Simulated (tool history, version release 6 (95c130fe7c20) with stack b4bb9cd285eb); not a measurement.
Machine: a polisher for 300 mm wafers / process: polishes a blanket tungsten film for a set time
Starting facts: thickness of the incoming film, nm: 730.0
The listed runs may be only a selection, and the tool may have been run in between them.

run,hour,flow of slurry (ml/min),pressure of the wafer on the pad (kPa),speed of the pad under the wafer (m/s),abrasive content of the slurry,polishing time (s),film removed (angstrom)
1,0.0,260,23.4,1.16,1.00,44,1641.00
2,4.6,260,20.0,1.12,1.00,44,1366.30
3,6.3,260,20.0,1.12,0.80,44,1300.40
4,12.2,260,20.0,1.12,0.80,46,1368.10
5,19.0,205,20.0,1.12,0.80,46,1343.50
6,25.8,205,20.0,1.12,0.80,44,1281.80
7,29.5,205,20.0,1.12,0.80,44,1282.00
# hour 35.2: head pressure recalibrated
8,35.2,205,17.9,1.12,0.80,44,1258.50
9,39.9,200,11.0,0.84,0.75,44,601.96
10,46.9,200,13.1,0.84,0.75,44,688.59

For run 11, what comes out?
11,54.9,200,14.5,0.84,0.75,44,?

Run 11 came out at film removed (angstrom) 758.49.
